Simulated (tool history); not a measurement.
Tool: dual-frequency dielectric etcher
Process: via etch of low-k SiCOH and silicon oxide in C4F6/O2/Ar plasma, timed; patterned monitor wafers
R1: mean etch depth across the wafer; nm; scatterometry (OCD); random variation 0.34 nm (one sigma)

Run 1, hour 0.0: source power (kW) 0.470, bias power (kW) 0.255, etch time (s) 55.5. Result: R1 191.03 nm.
Run 2, hour 1.3: source power (kW) 0.410, bias power (kW) 0.255, etch time (s) 55.5. Result: R1 178.32 nm.
Run 3, hour 2.2: source power (kW) 0.390, bias power (kW) 0.252, etch time (s) 55.5. Result: R1 174.23 nm.
Run 4, hour 6.0: source power (kW) 0.390, bias power (kW) 0.215, etch time (s) 55.5. Result: R1 165.80 nm.
Run 5, hour 7.4: source power (kW) 0.460, bias power (kW) 0.215, etch time (s) 55.5. Result: R1 179.12 nm.
Run 6, hour 10.2: source power (kW) 0.460, bias power (kW) 0.215, etch time (s) 55.5. Result: R1 179.50 nm.

Run 7 comes next. What will it give?
Run 7, hour 17.4: source power (kW) 0.440, bias power (kW) 0.212, etch time (s) 55.5. Result: R1 ?.

{"run 7": {"R1": 174.77}}

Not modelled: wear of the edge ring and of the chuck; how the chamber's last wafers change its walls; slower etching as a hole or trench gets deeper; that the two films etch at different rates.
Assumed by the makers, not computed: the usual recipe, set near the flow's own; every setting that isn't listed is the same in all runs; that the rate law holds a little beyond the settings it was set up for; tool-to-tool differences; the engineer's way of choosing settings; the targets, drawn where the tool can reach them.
